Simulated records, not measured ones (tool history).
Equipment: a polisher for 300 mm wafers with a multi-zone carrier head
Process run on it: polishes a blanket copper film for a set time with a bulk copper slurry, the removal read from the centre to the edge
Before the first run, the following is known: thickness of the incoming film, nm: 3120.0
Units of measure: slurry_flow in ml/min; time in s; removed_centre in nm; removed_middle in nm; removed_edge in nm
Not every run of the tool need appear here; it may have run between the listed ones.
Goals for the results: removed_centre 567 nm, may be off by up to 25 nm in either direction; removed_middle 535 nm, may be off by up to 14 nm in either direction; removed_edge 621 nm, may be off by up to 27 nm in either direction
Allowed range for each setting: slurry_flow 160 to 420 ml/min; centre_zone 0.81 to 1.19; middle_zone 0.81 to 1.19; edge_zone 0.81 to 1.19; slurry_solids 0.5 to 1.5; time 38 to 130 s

run  hour  slurry_flow  centre_zone  middle_zone  edge_zone  slurry_solids  time  removed_centre  removed_middle  removed_edge
  1     0          270            1            1          1              1    84          1021.7          985.68        1021.7
  2   7.7          265         0.98         0.97       0.99            0.9    78             864          873.54         901.6
  3  14.6          200         0.98         0.97       0.99            0.9    78          860.34          825.83        900.14
  4  22.5          195         0.98         0.94       0.98            0.8    75          786.48          745.65        837.21
  5  28.3          195         1.03         0.94       0.98            0.8    75           825.1           759.5        828.08
  6  31.5          255         1.03         0.94       0.98            0.8    75          888.87          803.04        866.13
  7  33.1          245         1.01         0.92       0.96           0.75    72          809.49          744.95        801.64
  8  38.9          245         1.01         0.92       0.96           0.75    72          802.51          748.19        800.89
  9  45.4          235            1          0.9       0.95            0.7    70          769.46          692.99        774.93
 10  46.6          235         0.98         0.89       0.93           0.65    68          732.37           661.3         726.8
     47.4  -- slurry nozzle cleaned
 11  47.4          225         0.95         0.88       0.92            0.6    67          707.84          647.96        732.14
 12  51.4          230          0.9         0.87       0.91            0.5    49          490.01           466.9         521.5
 13  53.2          235         0.91         0.87       0.93            0.6    49          499.55          476.54        554.15
 14    61          255         0.92         0.87       0.94           0.65    49          517.41          492.64        548.39
 15  65.6          255         0.93         0.87       0.96            0.7    50          540.26          508.13        569.62

Of the 5 settings listed for the next run, only one would bring every result within its allowed miss of target. Which one?
  A  70.2          175         0.92         0.86       0.97            0.8    56               ?               ?             ?
  B  70.2          225         0.94          0.9       0.96            0.6    50               ?               ?             ?
  C  70.2          160            1         0.81       1.03           0.65    57               ?               ?             ?
  D  70.2          280         1.03          0.9       0.84           0.65    49               ?               ?             ?
  E  70.2          220         0.98         0.95       1.01           0.75    47               ?               ?             ?

move  removed_centre  removed_middle  removed_edge
   A          584.94          540.07        625.89
   B          535.07          499.97        549.92
   C          611.88          497.76        621.89
   D          596.96          509.45        534.09
   E          539.22          506.39        541.67
A: meets every target
B: lands further from the targets than the last run did
C: lands further from the targets than the last run did
D: lands further from the targets than the last run did
E: lands further from the targets than the last run did
Move A is the one to make.
